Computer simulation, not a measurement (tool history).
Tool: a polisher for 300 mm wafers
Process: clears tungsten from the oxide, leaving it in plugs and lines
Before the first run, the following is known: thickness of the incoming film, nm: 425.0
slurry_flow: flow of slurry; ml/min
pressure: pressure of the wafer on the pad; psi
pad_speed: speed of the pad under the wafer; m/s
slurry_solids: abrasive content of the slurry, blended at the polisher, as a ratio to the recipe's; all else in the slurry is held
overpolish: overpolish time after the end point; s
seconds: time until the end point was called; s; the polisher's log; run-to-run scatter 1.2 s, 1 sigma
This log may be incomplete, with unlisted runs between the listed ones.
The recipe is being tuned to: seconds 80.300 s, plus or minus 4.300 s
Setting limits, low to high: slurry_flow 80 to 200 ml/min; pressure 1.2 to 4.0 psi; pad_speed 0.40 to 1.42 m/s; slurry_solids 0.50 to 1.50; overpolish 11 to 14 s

run 1 day=0.000 | slurry_flow=130 pressure=2.6 pad_speed=0.90 slurry_solids=1.00 overpolish=14 | seconds=142.060
run 2 day=0.096 | slurry_flow=130 pressure=3.0 pad_speed=0.92 slurry_solids=1.00 overpolish=14 | seconds=120.910
run 3 day=0.162 | slurry_flow=130 pressure=2.4 pad_speed=0.92 slurry_solids=1.00 overpolish=14 | seconds=146.620
run 4 day=0.275 | slurry_flow=130 pressure=2.4 pad_speed=0.92 slurry_solids=0.80 overpolish=14 | seconds=155.990
run 5 day=0.504 | slurry_flow=130 pressure=2.9 pad_speed=0.96 slurry_solids=0.80 overpolish=14 | seconds=126.680
run 6 day=0.571 | slurry_flow=130 pressure=3.3 pad_speed=0.98 slurry_solids=0.80 overpolish=14 | seconds=111.510
run 7 day=0.621 | slurry_flow=130 pressure=3.5 pad_speed=1.02 slurry_solids=0.80 overpolish=14 | seconds=102.210
run 8 day=0.792 | slurry_flow=130 pressure=3.7 pad_speed=1.04 slurry_solids=0.80 overpolish=14 | seconds=98.151

5 next moves are on the table. One of them brings every result within its allowed miss. Which?
run A day=0.962 | slurry_flow=135 pressure=4.0 pad_speed=1.02 slurry_solids=0.85 overpolish=14 | seconds=?
run B day=0.962 | slurry_flow=185 pressure=3.8 pad_speed=1.02 slurry_solids=0.85 overpolish=14 | seconds=?
run C day=0.962 | slurry_flow=120 pressure=4.0 pad_speed=1.22 slurry_solids=0.80 overpolish=11 | seconds=?
run D day=0.962 | slurry_flow=145 pressure=3.5 pad_speed=1.10 slurry_solids=0.80 overpolish=11 | seconds=?
run E day=0.962 | slurry_flow=145 pressure=3.6 pad_speed=1.06 slurry_solids=0.85 overpolish=11 | seconds=?

move=A seconds=91.838
move=B seconds=90.802
move=C seconds=80.326
move=D seconds=95.606
move=E seconds=95.382
A: nearer the targets than the last run, but a result is still out of spec
B: nearer the targets than the last run, but a result is still out of spec
C: in spec on every target
D: nearer the targets than the last run, but a result is still out of spec
E: nearer the targets than the last run, but a result is still out of spec
C is the move that brings every result within its allowed miss.

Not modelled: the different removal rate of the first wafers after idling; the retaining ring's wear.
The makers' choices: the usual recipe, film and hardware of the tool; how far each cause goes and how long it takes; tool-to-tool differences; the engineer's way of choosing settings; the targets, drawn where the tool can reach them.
